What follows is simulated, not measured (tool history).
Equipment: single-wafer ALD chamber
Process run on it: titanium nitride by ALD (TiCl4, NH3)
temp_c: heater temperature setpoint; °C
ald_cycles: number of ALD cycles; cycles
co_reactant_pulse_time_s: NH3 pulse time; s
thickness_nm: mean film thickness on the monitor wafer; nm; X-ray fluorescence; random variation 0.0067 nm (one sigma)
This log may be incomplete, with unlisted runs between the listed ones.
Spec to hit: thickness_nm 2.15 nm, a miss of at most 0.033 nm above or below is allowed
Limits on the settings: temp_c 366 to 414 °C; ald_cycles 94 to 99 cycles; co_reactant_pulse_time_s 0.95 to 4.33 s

run,hour,temp_c,ald_cycles,co_reactant_pulse_time_s,thickness_nm
1,0,390,99,2.64,2.2975
2,8.8,390,99,3.19,2.3175
3,12.8,388,98,2.93,2.2904
4,15.4,382,98,2.93,2.2821
5,20.7,381,97,2.7,2.2533
6,26.5,391,97,2.7,2.2602
7,28.3,390,97,2.5,2.2508
8,33.3,389,97,2.34,2.2423
9,37.7,381,94,1.49,2.0343

Which single option among these 5 for the next run brings every result within its allowed miss of target? Just one does.
A,42.1,374,97,1.77,?
B,42.1,379,99,1.81,?
C,42.1,384,98,2.05,?
D,42.1,391,99,2.09,?
E,42.1,385,99,1.69,?

move,thickness_nm
A,2.1368
B,2.2032
C,2.2241
D,2.267
E,2.202
A: meets every target
B: the result that was furthest off in the last run now lies on the other side of its target
C: the result that was furthest off in the last run now lies on the other side of its target
D: the result that was furthest off in the last run now lies on the other side of its target
E: the result that was furthest off in the last run now lies on the other side of its target
Answer: A
